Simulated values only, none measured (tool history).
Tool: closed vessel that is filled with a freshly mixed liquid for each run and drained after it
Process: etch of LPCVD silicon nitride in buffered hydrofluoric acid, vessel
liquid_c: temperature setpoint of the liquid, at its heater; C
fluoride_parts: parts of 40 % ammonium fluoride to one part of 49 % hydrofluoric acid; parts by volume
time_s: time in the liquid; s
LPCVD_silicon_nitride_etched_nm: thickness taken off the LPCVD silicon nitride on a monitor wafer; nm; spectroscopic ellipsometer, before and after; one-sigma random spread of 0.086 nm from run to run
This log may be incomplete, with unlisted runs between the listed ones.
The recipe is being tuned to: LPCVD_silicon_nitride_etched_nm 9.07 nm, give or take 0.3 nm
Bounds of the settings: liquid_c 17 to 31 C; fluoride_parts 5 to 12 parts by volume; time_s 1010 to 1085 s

| run | day | liquid_c | fluoride_parts | time_s | LPCVD_silicon_nitride_etched_nm |
|---|---|---|---|---|---|
| 1 | 0 | 23 | 7 | 1010 | 19.646 |
| 2 | 0.204 | 25 | 7 | 1010 | 22.158 |
| 3 | 0.438 | 22.5 | 8 | 1010 | 16.607 |
| 4 | 0.788 | 22.5 | 8 | 1010 | 16.642 |
| 5 | 1.038 | 22.5 | 8 | 1085 | 17.598 |
| 6 | 1.154 | 22.5 | 8 | 1010 | 16.348 |
| 7 | 1.288 | 22.5 | 8 | 1010 | 16.33 |
| 8 | 1.629 | 20.5 | 8.5 | 1010 | 13.767 |
| 9 | 1.775 | 19.5 | 9 | 1010 | 12.221 |
| 10 | 2.054 | 18.5 | 9.5 | 1010 | 11.187 |
| 11 | 2.133 | 18 | 10 | 1010 | 10.554 |
| 12 | 2.467 | 17.5 | 10.5 | 1010 | 9.7565 |

Exactly one of the 4 candidate moves below puts every result within its allowed miss. Which one?
| A | 2.8 | 17 | 11 | 1085 | ? |
| B | 2.8 | 17 | 10.5 | 1050 | ? |
| C | 2.8 | 17.5 | 10 | 1075 | ? |
| D | 2.8 | 17 | 11.5 | 1070 | ? |

| move | LPCVD_silicon_nitride_etched_nm |
|---|---|
| A | 9.7136 |
| B | 9.8367 |
| C | 10.867 |
| D | 9.1722 |
A: closes in on the targets versus the last run, not all within tolerance yet
B: its largest miss is bigger than the last run's
C: its largest miss is bigger than the last run's
D: hits every target within its allowed miss
D meets every target.
